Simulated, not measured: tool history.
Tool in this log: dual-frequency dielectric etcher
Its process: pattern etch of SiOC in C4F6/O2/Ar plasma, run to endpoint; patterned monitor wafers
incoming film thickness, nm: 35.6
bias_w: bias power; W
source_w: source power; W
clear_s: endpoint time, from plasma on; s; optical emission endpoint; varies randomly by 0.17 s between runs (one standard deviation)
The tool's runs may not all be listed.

{"run": 1, "day": 0.0, "bias_w": 466, "source_w": 330, "clear_s": 14.23}
{"run": 2, "day": 0.367, "bias_w": 431, "source_w": 310, "clear_s": 15.044}
{"run": 3, "day": 0.492, "bias_w": 375, "source_w": 310, "clear_s": 15.693}
{"run": 4, "day": 0.7, "bias_w": 356, "source_w": 300, "clear_s": 16.318}
{"run": 5, "day": 0.754, "bias_w": 401, "source_w": 300, "clear_s": 15.756}
{"run": 6, "day": 0.846, "bias_w": 383, "source_w": 290, "clear_s": 16.234}
{"run": 7, "day": 0.908, "bias_w": 368, "source_w": 280, "clear_s": 16.471}
{"run": 8, "day": 0.946, "bias_w": 353, "source_w": 270, "clear_s": 16.635}
{"run": 9, "day": 1.221, "bias_w": 339, "source_w": 260, "clear_s": 17.539}
{"run": 10, "day": 1.279, "bias_w": 331, "source_w": 260, "clear_s": 17.53}
{"run": 11, "day": 1.546, "bias_w": 284, "source_w": 230, "clear_s": 19.529}
{"run": 12, "day": 1.758, "bias_w": 292, "source_w": 230, "clear_s": 19.595}

For run 13, what comes out?
{"run": 13, "day": 1.975, "bias_w": 300, "source_w": 230, "clear_s": "?"}

Run 13 gave clear_s 19.361 s.
